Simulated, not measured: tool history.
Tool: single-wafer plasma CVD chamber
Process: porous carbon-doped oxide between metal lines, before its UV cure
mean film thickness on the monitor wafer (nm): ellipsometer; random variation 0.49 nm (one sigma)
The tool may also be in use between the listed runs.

run  hour  heater temperature setpoint (K)  RF power (kW)  deposition time (s)  mean film thickness on the monitor wafer (nm)
  1     0                           548.15           0.43                 23.9                                         153.19
  2   7.3                           550.15           0.42                 23.8                                          148.5
  3  14.4                           550.15          0.375                 23.8                                         134.57
  4  22.9                           552.15          0.375                 23.8                                         134.07
  5  25.8                           554.15           0.37                 23.8                                         129.62
  6  33.3                           562.15           0.37                 23.8                                         123.99
  7  39.8                           563.15           0.37                 23.8                                         122.57

Forecast run 8:
  8  46.8                           563.15           0.37                 23.8                                              ?

{"run 8": {"mean film thickness on the monitor wafer (nm)": 122.23}}
